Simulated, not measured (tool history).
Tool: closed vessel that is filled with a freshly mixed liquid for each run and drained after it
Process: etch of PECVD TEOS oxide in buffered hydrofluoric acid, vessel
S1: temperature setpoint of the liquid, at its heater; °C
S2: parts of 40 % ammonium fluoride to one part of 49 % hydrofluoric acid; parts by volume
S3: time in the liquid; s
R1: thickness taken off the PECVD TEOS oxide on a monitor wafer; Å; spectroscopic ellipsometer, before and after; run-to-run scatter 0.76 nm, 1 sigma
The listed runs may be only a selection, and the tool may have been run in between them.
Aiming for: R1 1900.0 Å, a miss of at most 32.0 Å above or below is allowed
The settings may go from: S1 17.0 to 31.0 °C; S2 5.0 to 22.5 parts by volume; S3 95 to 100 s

Run 1, hour 0.0: S1 23.0 °C, S2 13.5 parts by volume, S3 95 s. Result: R1 2807.5 Å.
Run 2, hour 4.4: S1 21.0 °C, S2 14.0 parts by volume, S3 95 s. Result: R1 2453.1 Å.
Run 3, hour 11.3: S1 21.0 °C, S2 14.0 parts by volume, S3 100 s. Result: R1 2556.8 Å.
Run 4, hour 17.3: S1 24.0 °C, S2 14.0 parts by volume, S3 100 s. Result: R1 3044.1 Å.
Run 5, hour 21.7: S1 25.0 °C, S2 14.0 parts by volume, S3 100 s. Result: R1 3214.4 Å.
Run 6, hour 23.2: S1 22.5 °C, S2 14.5 parts by volume, S3 100 s. Result: R1 2695.7 Å.
Run 7, hour 32.1: S1 18.5 °C, S2 15.5 parts by volume, S3 100 s. Result: R1 2017.7 Å.
Run 8, hour 33.2: S1 18.0 °C, S2 15.5 parts by volume, S3 100 s. Result: R1 1970.2 Å.

Consider the 5 candidate settings below. Which is the only one whose results all fall within their allowed miss of target?
Run A, hour 34.3: S1 17.5 °C, S2 14.0 parts by volume, S3 95 s. Result: R1 ?.
Run B, hour 34.3: S1 19.0 °C, S2 17.0 parts by volume, S3 100 s. Result: R1 ?.
Run C, hour 34.3: S1 19.0 °C, S2 16.5 parts by volume, S3 100 s. Result: R1 ?.
Run D, hour 34.3: S1 18.5 °C, S2 15.0 parts by volume, S3 95 s. Result: R1 ?.
Run E, hour 34.3: S1 17.5 °C, S2 15.0 parts by volume, S3 100 s. Result: R1 ?.

move      R1
   A  2002.2
   B  1893.9
   C  1950.4
   D  1979.0
   E  1969.3
A: further off than the last run
B: all results land within tolerance of their targets
C: gains on the last run, yet a result remains outside its allowed miss
D: further off than the last run
E: just as far off the targets as the last run
So the answer is move B, the one that meets all the targets.
